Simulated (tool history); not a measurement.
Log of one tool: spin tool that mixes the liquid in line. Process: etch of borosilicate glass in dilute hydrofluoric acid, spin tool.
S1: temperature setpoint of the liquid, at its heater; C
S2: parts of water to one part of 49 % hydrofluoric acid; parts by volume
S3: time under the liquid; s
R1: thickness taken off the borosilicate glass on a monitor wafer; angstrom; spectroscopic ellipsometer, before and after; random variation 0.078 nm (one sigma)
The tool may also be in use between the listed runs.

run  hour    S1   S2  S3      R1
  1     0    23  125  65  127.71
  2   8.3    22  125  65  123.01
  3  11.1    22  125  65  122.81
  4  16.9    21  125  65  116.44
  5  19.1  17.5  125  65  102.81
  6  20.1  17.5  125  70  109.41
  7  21.5  17.5  130  70  106.21

The next listed run, before its measurement:
  8  24.9  17.5  130  70   ?

Run 8 gave R1 105.89 angstrom.
